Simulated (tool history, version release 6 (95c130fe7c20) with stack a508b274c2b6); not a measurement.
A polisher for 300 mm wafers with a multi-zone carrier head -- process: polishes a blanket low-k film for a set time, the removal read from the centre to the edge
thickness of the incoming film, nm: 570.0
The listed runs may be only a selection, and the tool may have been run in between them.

| run | hour | flow of slurry (ml/min) | pressure of the head's centre zone | pressure of the head's middle zone | pressure of the head's edge zone | abrasive content of the slurry | polishing time (s) | film removed at the wafer's centre (nm) | film removed at mid-radius (nm) | film removed at the wafer's edge (nm) |
|---|---|---|---|---|---|---|---|---|---|---|
| 1 | 0.0 | 245 | 1.00 | 1.00 | 1.00 | 1.00 | 51 | 35.118 | 32.830 | 31.214 |
| 2 | 2.8 | 240 | 0.97 | 0.95 | 0.98 | 0.85 | 51 | 30.050 | 28.216 | 28.127 |
| 3 | 3.9 | 240 | 0.97 | 1.04 | 0.98 | 0.85 | 51 | 30.325 | 29.802 | 28.178 |
| 4 | 9.5 | 230 | 0.96 | 0.98 | 0.95 | 0.80 | 51 | 28.192 | 27.016 | 26.290 |
| 5 | 15.7 | 190 | 0.96 | 0.98 | 0.95 | 0.80 | 51 | 27.538 | 26.992 | 26.208 |
| 6 | 23.8 | 190 | 0.96 | 0.98 | 0.95 | 0.80 | 56 | 30.235 | 28.720 | 28.511 |
| 7 | 30.4 | 185 | 0.94 | 0.94 | 0.92 | 0.75 | 56 | 27.827 | 26.564 | 25.940 |

Predict the results of run 8:
| 8 | 35.2 | 180 | 0.93 | 0.90 | 0.93 | 0.75 | 56 | ? | ? | ? |

Run 8 measured film removed at the wafer's centre (nm) 26.825, film removed at mid-radius (nm) 25.835, film removed at the wafer's edge (nm) 26.270.

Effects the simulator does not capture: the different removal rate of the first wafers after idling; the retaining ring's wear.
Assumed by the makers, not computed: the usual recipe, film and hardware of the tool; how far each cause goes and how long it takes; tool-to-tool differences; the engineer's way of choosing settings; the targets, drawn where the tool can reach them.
